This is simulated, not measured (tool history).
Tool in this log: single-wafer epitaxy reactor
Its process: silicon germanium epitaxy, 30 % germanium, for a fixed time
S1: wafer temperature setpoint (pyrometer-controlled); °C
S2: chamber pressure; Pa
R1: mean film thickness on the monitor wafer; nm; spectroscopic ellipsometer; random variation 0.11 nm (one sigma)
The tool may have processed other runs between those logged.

run	hour	S1	S2	R1
1	0.0	590	3280	58.543
2	4.9	601	3280	72.728
3	10.1	601	3560	75.059
4	16.2	595	3546	66.714
5	19.0	590	3533	61.083
6	25.1	590	3280	58.280
7	27.3	586	3280	54.271

Expected results for the next run?
8	36.0	583	3280	?

{"run 8": {"R1": 51.14}}
